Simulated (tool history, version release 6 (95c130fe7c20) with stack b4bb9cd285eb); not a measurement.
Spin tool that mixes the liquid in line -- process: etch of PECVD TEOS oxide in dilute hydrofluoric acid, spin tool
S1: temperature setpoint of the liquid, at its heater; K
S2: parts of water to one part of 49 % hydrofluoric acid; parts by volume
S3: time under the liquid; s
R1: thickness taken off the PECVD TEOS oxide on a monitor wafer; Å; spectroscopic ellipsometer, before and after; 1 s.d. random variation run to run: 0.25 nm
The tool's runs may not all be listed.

run  hour      S1   S2   S3      R1
  1     0  299.15  215  305  218.52
  2   6.7  299.15  215  305  218.22
  3  13.1  301.65  185  305  288.63
  4  19.9  300.15  185  305  273.92
  5  27.2  303.65  185  305  307.81
  6  27.8  304.65  165  305  366.18
     32.1  -- hydrofluoric acid flow meter replaced
  7  32.1  305.65  155  305  384.71
  8  39.1  306.15  145  305  425.26
  9  40.2  307.15  130  305   503.3

Expected results for the next run?
 10    47  306.65  130  305   ?

R1: 494.06 Å
